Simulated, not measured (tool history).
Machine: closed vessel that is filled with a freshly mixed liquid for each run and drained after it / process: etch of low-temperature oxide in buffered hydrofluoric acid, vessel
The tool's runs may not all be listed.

run  hour  temperature setpoint of the liquid (C)  parts of 40 % ammonium fluoride to one part of 49 % hydrofluoric acid (parts by volume)  time in the liquid (s)  thickness taken off the low-temperature oxide on a monitor wafer (nm)
  1     0                                      21                                                                                     18.5                      30                                                                 37.386
  2   2.7                                      23                                                                                       17                      30                                                                 45.812
  3   4.8                                      23                                                                                       13                      30                                                                 59.678
  4   7.5                                      23                                                                                       13                      30                                                                 59.772
  5  16.3                                      23                                                                                       13                      30                                                                 59.274
  6  19.6                                    20.5                                                                                       13                      30                                                                 51.633

Run 7, settings as shown, results not yet in. Your forecast:
  7  23.7                                    24.5                                                                                     12.5                      30                                                                      ?

thickness taken off the low-temperature oxide on a monitor wafer (nm): 67.943
